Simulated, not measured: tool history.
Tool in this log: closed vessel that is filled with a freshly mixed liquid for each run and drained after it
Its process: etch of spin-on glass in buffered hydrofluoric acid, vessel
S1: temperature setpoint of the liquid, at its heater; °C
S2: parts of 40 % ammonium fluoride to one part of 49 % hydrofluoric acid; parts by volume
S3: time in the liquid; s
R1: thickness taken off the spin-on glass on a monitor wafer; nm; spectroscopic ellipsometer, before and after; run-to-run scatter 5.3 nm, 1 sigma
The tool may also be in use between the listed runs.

{"run": 1, "hour": 0.0, "S1": 21, "S2": 9, "S3": 100, "R1": 320.08}
{"run": 2, "hour": 0.8, "S1": 21, "S2": 8, "S3": 100, "R1": 364.08}
{"run": 3, "hour": 3.7, "S1": 22, "S2": 8, "S3": 100, "R1": 383.35}
{"run": 4, "hour": 6.6, "S1": 23, "S2": 8, "S3": 100, "R1": 401.65}
{"run": 5, "hour": 7.8, "S1": 23, "S2": 9, "S3": 100, "R1": 351.18}
{"run": 6, "hour": 14.4, "S1": 20, "S2": 9, "S3": 100, "R1": 302.48}
{"run": 7, "hour": 19.7, "S1": 21, "S2": 9, "S3": 100, "R1": 317.37}
{"run": 8, "hour": 27.8, "S1": 22, "S2": 9, "S3": 100, "R1": 340.85}
{"run": 9, "hour": 36.3, "S1": 23, "S2": 9, "S3": 100, "R1": 355.01}
{"run": 10, "hour": 38.4, "S1": 24, "S2": 9, "S3": 100, "R1": 376.3}
{"run": 11, "hour": 42.3, "S1": 24, "S2": 9, "S3": 100, "R1": 377.22}
{"run": 12, "hour": 45.4, "S1": 24.5, "S2": 9, "S3": 100, "R1": 395.58}
{"run": 13, "hour": 49.7, "S1": 25, "S2": 9, "S3": 100, "R1": 397.05}
{"run": 14, "hour": 51.7, "S1": 25.5, "S2": 9, "S3": 100, "R1": 408.52}
{"run": 15, "hour": 52.9, "S1": 26, "S2": 9, "S3": 100, "R1": 410.82}
{"run": 16, "hour": 59.1, "S1": 26.5, "S2": 9, "S3": 100, "R1": 423.39}
{"run": 17, "hour": 63.2, "S1": 27, "S2": 9, "S3": 100, "R1": 440.05}

Expected results for the next run?
{"run": 18, "hour": 64.0, "S1": 27.5, "S2": 9, "S3": 100, "R1": "?"}

R1: 454.56 nm
